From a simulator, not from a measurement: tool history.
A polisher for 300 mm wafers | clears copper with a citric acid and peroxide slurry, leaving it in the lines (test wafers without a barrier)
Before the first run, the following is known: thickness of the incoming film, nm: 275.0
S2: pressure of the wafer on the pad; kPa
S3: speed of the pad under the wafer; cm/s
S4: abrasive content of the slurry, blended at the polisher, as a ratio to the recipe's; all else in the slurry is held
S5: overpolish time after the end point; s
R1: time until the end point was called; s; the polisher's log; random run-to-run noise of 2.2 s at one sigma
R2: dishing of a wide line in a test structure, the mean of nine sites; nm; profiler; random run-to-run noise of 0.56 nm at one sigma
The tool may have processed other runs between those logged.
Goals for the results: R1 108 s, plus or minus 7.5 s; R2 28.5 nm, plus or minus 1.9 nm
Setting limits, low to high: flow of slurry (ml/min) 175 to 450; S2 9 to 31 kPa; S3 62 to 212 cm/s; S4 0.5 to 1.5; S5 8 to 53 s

run 1 day=0 | flow_of_slurry_(ml/min)=290 S2=20 S3=136 S4=1 S5=27 | R1=99.049 R2=44.381
run 2 day=0.288 | flow_of_slurry_(ml/min)=290 S2=20 S3=136 S4=0.9 S5=27 | R1=100.32 R2=41.986
run 3 day=0.642 | flow_of_slurry_(ml/min)=360 S2=20 S3=136 S4=0.9 S5=27 | R1=103.01 R2=42.561
run 4 day=1.004 | flow_of_slurry_(ml/min)=360 S2=20 S3=136 S4=0.9 S5=26 | R1=99.849 R2=40.704
run 5 day=1.046 | flow_of_slurry_(ml/min)=360 S2=20 S3=136 S4=0.9 S5=33 | R1=100.61 R2=51.366
run 6 day=1.108 | flow_of_slurry_(ml/min)=360 S2=20 S3=136 S4=0.9 S5=31 | R1=98.099 R2=47.183
run 7 day=1.242 | flow_of_slurry_(ml/min)=360 S2=20 S3=136 S4=0.9 S5=29 | R1=98 R2=45.109
run 8 day=1.408 | flow_of_slurry_(ml/min)=360 S2=20 S3=136 S4=0.9 S5=28 | R1=96.649 R2=44.837
run 9 day=1.725 | flow_of_slurry_(ml/min)=360 S2=20 S3=136 S4=0.9 S5=27 | R1=100.91 R2=42.906
run 10 day=2.025 | flow_of_slurry_(ml/min)=360 S2=20 S3=136 S4=0.9 S5=27 | R1=97.065 R2=44.107
run 11 day=2.142 | flow_of_slurry_(ml/min)=360 S2=20 S3=136 S4=0.9 S5=26 | R1=97.226 R2=40.618
run 12 day=2.296 | flow_of_slurry_(ml/min)=360 S2=20 S3=136 S4=0.9 S5=25 | R1=99.411 R2=41.363
run 13 day=2.446 | flow_of_slurry_(ml/min)=360 S2=18.6 S3=136 S4=0.9 S5=12 | R1=104.43 R2=20.154
run 14 day=2.717 | flow_of_slurry_(ml/min)=360 S2=18.6 S3=134 S4=0.9 S5=13 | R1=107.02 R2=20.565
run 15 day=2.912 | flow_of_slurry_(ml/min)=360 S2=18.6 S3=134 S4=0.9 S5=14 | R1=108.27 R2=21.767
run 16 day=3.225 | flow_of_slurry_(ml/min)=360 S2=18.6 S3=134 S4=0.9 S5=15 | R1=105.52 R2=24.326
run 17 day=3.546 | flow_of_slurry_(ml/min)=360 S2=18.6 S3=132 S4=0.9 S5=17 | R1=112.88 R2=26.4

Below are 5 possible settings for the next run. Only one of them brings all results inside the allowed miss of their targets. Which is it?
run A day=3.867 | flow_of_slurry_(ml/min)=395 S2=20 S3=148 S4=0.6 S5=18 | R1=? R2=?
run B day=3.867 | flow_of_slurry_(ml/min)=320 S2=22.1 S3=106 S4=1.05 S5=16 | R1=? R2=?
run C day=3.867 | flow_of_slurry_(ml/min)=360 S2=18.6 S3=116 S4=1 S5=18 | R1=? R2=?
run D day=3.867 | flow_of_slurry_(ml/min)=410 S2=20 S3=126 S4=0.8 S5=16 | R1=? R2=?
run E day=3.867 | flow_of_slurry_(ml/min)=305 S2=18.6 S3=108 S4=1 S5=25 | R1=? R2=?

move=A R1=103.01 R2=28.276
move=B R1=107.77 R2=24.487
move=C R1=116.8 R2=25.189
move=D R1=107.52 R2=24.456
move=E R1=126.95 R2=31.373
A: every result lands within tolerance
B: the biggest miss grows against the last run
C: the biggest miss grows against the last run
D: the biggest miss grows against the last run
E: moves the result that the last run missed by most past its target, out the other side
Correct choice: A, which meets every target

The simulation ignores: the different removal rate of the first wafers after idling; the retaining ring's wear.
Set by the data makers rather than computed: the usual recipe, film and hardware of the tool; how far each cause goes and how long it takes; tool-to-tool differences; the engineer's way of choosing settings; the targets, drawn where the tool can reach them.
